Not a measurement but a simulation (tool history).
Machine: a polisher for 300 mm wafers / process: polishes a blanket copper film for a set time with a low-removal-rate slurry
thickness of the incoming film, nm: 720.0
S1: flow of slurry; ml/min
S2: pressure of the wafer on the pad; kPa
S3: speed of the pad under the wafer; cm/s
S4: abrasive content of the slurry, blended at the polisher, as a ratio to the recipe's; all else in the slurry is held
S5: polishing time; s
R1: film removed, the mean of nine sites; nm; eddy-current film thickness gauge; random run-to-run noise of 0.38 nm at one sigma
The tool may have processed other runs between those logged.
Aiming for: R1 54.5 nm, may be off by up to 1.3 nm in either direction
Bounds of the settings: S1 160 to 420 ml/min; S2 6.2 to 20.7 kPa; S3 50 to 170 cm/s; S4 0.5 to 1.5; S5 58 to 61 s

run,hour,S1,S2,S3,S4,S5,R1
1,0,270,13.1,110,1,58,93.287
2,1.1,265,11,110,1,58,79.028
3,2.5,320,11,110,1,58,80.881
4,10.7,315,9.7,110,1,58,71.001
5,18.8,310,9,110,1,58,66.281
6,21,310,9,110,1,61,69.131
7,22.7,300,8.3,110,1,61,64.497
8,31.3,285,7.6,110,1,61,58.328
9,35.1,270,7.6,110,1,61,57.849
10,36.8,260,7.6,110,1,61,58.654
11,42.8,245,7.6,110,1,61,57.889
12,50,235,7.6,110,1,61,58.018
# hour 57.4: head pressure recalibrated
13,57.4,230,7.6,110,1,61,60.702
14,63.6,230,6.9,110,1,61,55.599

5 next moves are on the table. One of them brings every result within its allowed miss. Which?
A,69.8,270,6.2,126,0.95,58,?
B,69.8,265,8.3,102,0.95,58,?
C,69.8,275,6.9,118,0.95,58,?
D,69.8,235,10.3,80,1,58,?
E,69.8,250,6.9,114,1.05,61,?

move,R1
A,54.277
B,57.965
C,56.307
D,56.9
E,58.083
A: in spec on every target
B: further off than the last run
C: further off than the last run
D: further off than the last run
E: further off than the last run
So the answer is move A, the one that meets all the targets.
